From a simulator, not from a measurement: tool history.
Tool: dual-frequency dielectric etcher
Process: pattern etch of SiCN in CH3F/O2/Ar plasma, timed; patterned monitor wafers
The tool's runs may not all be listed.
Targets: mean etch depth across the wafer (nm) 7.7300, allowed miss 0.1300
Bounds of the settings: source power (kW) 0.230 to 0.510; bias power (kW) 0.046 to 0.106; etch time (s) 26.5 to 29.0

run	day	source power (kW)	bias power (kW)	etch time (s)	mean etch depth across the wafer (nm)
1	0.000	0.370	0.076	29.0	10.2360
2	0.317	0.430	0.076	29.0	10.9290
3	0.554	0.430	0.067	29.0	10.4090
4	0.842	0.430	0.067	26.5	9.5437
5	1.217	0.410	0.066	26.5	9.2617
6	1.550	0.360	0.066	26.5	8.7211
7	1.788	0.350	0.066	26.5	8.6011
8	2.004	0.340	0.066	26.5	8.5126
9	2.121	0.330	0.066	26.5	8.3986
10	2.146	0.320	0.066	26.5	8.3074
11	2.329	0.310	0.066	26.5	8.1722
12	2.475	0.290	0.066	26.5	7.8971

Which of these 5 next moves meets every target?
A	2.621	0.240	0.073	26.5	?
B	2.621	0.290	0.070	26.5	?
C	2.621	0.300	0.065	26.5	?
D	2.621	0.270	0.074	27.0	?
E	2.621	0.230	0.068	28.5	?

move	mean etch depth across the wafer (nm)
A	7.4852
B	8.0593
C	7.9623
D	8.1113
E	7.6705
A: takes the result that was furthest off past its target
B: further off than the last run
C: further off than the last run
D: further off than the last run
E: meets every target
Move E is the one to make.
